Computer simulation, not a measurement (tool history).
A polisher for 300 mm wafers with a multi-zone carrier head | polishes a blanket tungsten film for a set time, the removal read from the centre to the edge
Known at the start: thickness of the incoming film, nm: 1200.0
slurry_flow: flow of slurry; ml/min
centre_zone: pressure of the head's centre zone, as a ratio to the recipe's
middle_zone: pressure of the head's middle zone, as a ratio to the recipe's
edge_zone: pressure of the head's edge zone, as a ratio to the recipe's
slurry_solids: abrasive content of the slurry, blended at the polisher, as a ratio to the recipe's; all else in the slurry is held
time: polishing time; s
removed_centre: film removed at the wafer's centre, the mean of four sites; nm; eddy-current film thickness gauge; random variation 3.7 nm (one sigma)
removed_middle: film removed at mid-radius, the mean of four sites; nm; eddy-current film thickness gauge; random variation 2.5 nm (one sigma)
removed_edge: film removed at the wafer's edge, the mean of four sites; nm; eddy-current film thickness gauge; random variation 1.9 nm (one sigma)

run 1 day=0 | slurry_flow=265 centre_zone=1 middle_zone=1 edge_zone=1 slurry_solids=1 time=50 | removed_centre=374.44 removed_middle=372.85 removed_edge=370.17
run 2 day=0.358 | slurry_flow=265 centre_zone=1 middle_zone=0.99 edge_zone=0.99 slurry_solids=0.95 time=48 | removed_centre=359.09 removed_middle=353.61 removed_edge=351.29
run 3 day=0.429 | slurry_flow=265 centre_zone=1 middle_zone=0.98 edge_zone=0.98 slurry_solids=0.9 time=46 | removed_centre=341.35 removed_middle=322.27 removed_edge=333.49
run 4 day=0.675 | slurry_flow=265 centre_zone=1 middle_zone=0.98 edge_zone=0.97 slurry_solids=0.85 time=45 | removed_centre=334.45 removed_middle=320.75 removed_edge=316.68
run 5 day=0.808 | slurry_flow=265 centre_zone=1 middle_zone=0.98 edge_zone=1.04 slurry_solids=0.85 time=45 | removed_centre=332.04 removed_middle=325.35 removed_edge=325.92
run 6 day=0.879 | slurry_flow=265 centre_zone=1 middle_zone=0.97 edge_zone=1.03 slurry_solids=0.8 time=44 | removed_centre=312.14 removed_middle=305.94 removed_edge=316.27
run 7 day=1.246 | slurry_flow=265 centre_zone=1 middle_zone=0.97 edge_zone=1.02 slurry_solids=0.75 time=43 | removed_centre=311.06 removed_middle=293.62 removed_edge=304.7
run 8 day=1.412 | slurry_flow=245 centre_zone=0.91 middle_zone=0.9 edge_zone=0.92 slurry_solids=0.5 time=33 | removed_centre=197.28 removed_middle=196.49 removed_edge=208.6
run 9 day=1.521 | slurry_flow=250 centre_zone=0.93 middle_zone=0.9 edge_zone=0.93 slurry_solids=0.5 time=33 | removed_centre=204.02 removed_middle=203.21 removed_edge=209.82
run 10 day=1.792 | slurry_flow=255 centre_zone=0.94 middle_zone=0.89 edge_zone=0.94 slurry_solids=0.5 time=33 | removed_centre=207.62 removed_middle=199.56 removed_edge=209.17
run 11 day=1.908 | slurry_flow=260 centre_zone=0.95 middle_zone=0.89 edge_zone=0.95 slurry_solids=0.5 time=33 | removed_centre=204.68 removed_middle=201.91 removed_edge=208.03
run 12 day=2.067 | slurry_flow=255 centre_zone=0.96 middle_zone=0.89 edge_zone=0.96 slurry_solids=0.55 time=33 | removed_centre=220.75 removed_middle=196.06 removed_edge=216.44

The next listed run, before its measurement:
run 13 day=2.308 | slurry_flow=260 centre_zone=0.97 middle_zone=0.89 edge_zone=0.96 slurry_solids=0.55 time=33 | removed_centre=? removed_middle=? removed_edge=?

{"run 13": {"removed_centre": 218.72, "removed_middle": 199.33, "removed_edge": 216.98}}
